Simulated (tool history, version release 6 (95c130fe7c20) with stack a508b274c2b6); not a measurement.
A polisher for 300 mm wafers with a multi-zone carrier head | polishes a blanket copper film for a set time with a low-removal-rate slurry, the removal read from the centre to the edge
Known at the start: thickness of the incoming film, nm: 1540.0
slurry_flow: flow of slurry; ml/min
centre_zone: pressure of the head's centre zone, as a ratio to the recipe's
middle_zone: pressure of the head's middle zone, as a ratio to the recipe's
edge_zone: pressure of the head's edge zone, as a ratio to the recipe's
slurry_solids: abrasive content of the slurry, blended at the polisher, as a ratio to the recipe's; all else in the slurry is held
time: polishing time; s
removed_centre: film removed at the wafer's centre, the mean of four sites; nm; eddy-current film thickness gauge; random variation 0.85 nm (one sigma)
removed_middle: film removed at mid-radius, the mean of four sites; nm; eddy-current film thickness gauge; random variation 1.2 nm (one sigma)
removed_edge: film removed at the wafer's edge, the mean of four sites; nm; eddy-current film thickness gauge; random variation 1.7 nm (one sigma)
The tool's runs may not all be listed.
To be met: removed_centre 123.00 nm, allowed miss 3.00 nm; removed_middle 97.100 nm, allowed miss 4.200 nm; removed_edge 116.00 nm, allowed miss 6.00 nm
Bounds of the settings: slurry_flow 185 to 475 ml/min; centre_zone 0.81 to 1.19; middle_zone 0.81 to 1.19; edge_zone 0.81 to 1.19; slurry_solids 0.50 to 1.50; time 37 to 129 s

| run | day | slurry_flow | centre_zone | middle_zone | edge_zone | slurry_solids | time | removed_centre | removed_middle | removed_edge |
|---|---|---|---|---|---|---|---|---|---|---|
| 1 | 0.000 | 305 | 1.00 | 1.00 | 1.00 | 1.00 | 83 | 160.74 | 170.600 | 166.63 |
| 2 | 0.183 | 305 | 1.00 | 0.95 | 1.00 | 1.00 | 83 | 161.96 | 158.490 | 164.97 |
| 3 | 0.521 | 305 | 1.07 | 0.95 | 1.00 | 1.00 | 83 | 173.56 | 159.120 | 169.25 |
| 4 | 0.725 | 270 | 1.07 | 0.95 | 1.00 | 1.00 | 83 | 169.15 | 159.680 | 169.50 |
| 5 | 1.000 | 270 | 1.07 | 0.95 | 1.07 | 1.00 | 83 | 167.80 | 158.120 | 170.65 |
| 6 | 1.271 | 270 | 0.99 | 0.95 | 1.07 | 1.00 | 83 | 157.68 | 157.920 | 171.98 |
| 7 | 1.462 | 290 | 1.00 | 0.93 | 1.06 | 0.95 | 80 | 149.85 | 147.850 | 158.10 |
|  | 1.679 | slurry nozzle cleaned |
| 8 | 1.679 | 280 | 1.03 | 0.91 | 1.07 | 0.90 | 78 | 160.13 | 148.300 | 164.82 |
| 9 | 2.038 | 295 | 1.04 | 0.90 | 1.06 | 0.95 | 73 | 157.08 | 141.120 | 153.75 |
| 10 | 2.154 | 285 | 1.05 | 0.89 | 1.08 | 0.90 | 68 | 142.07 | 125.860 | 141.49 |
| 11 | 2.417 | 285 | 1.05 | 0.88 | 1.08 | 0.85 | 66 | 136.63 | 118.590 | 134.65 |
| 12 | 2.512 | 265 | 1.05 | 0.81 | 1.04 | 0.60 | 64 | 117.16 | 98.869 | 116.42 |
| 13 | 2.700 | 265 | 1.05 | 0.81 | 1.04 | 0.60 | 64 | 116.50 | 96.673 | 115.62 |
| 14 | 2.804 | 270 | 1.06 | 0.81 | 1.04 | 0.60 | 64 | 119.20 | 97.657 | 114.92 |
| 15 | 2.992 | 285 | 1.10 | 0.81 | 1.09 | 0.55 | 63 | 119.50 | 94.143 | 115.76 |
| 16 | 3.233 | 290 | 1.10 | 0.81 | 1.09 | 0.55 | 63 | 118.58 | 94.738 | 114.73 |
| 17 | 3.258 | 290 | 1.11 | 0.81 | 1.09 | 0.55 | 63 | 118.75 | 93.322 | 115.20 |
| 18 | 3.550 | 290 | 1.11 | 0.82 | 1.09 | 0.55 | 63 | 120.23 | 92.877 | 113.87 |
| 19 | 3.821 | 290 | 1.11 | 0.83 | 1.09 | 0.55 | 63 | 119.39 | 94.563 | 115.94 |
| 20 | 4.175 | 295 | 1.11 | 0.83 | 1.09 | 0.55 | 63 | 119.84 | 95.065 | 112.50 |

Which of these 4 next moves meets every target?
| A | 4.529 | 425 | 1.12 | 0.84 | 1.12 | 0.60 | 60 | ? | ? | ? |
| B | 4.529 | 295 | 1.17 | 0.81 | 1.06 | 0.55 | 65 | ? | ? | ? |
| C | 4.529 | 320 | 1.04 | 0.84 | 1.07 | 0.55 | 65 | ? | ? | ? |
| D | 4.529 | 200 | 1.10 | 0.81 | 1.11 | 0.50 | 68 | ? | ? | ? |

| move | removed_centre | removed_middle | removed_edge |
|---|---|---|---|
| A | 122.74 | 98.534 | 115.80 |
| B | 129.96 | 97.254 | 115.46 |
| C | 116.54 | 101.100 | 116.70 |
| D | 116.06 | 93.022 | 114.54 |
A: meets every target
B: takes the result that was furthest off past its target
C: further off than the last run
D: further off than the last run
Answer: A
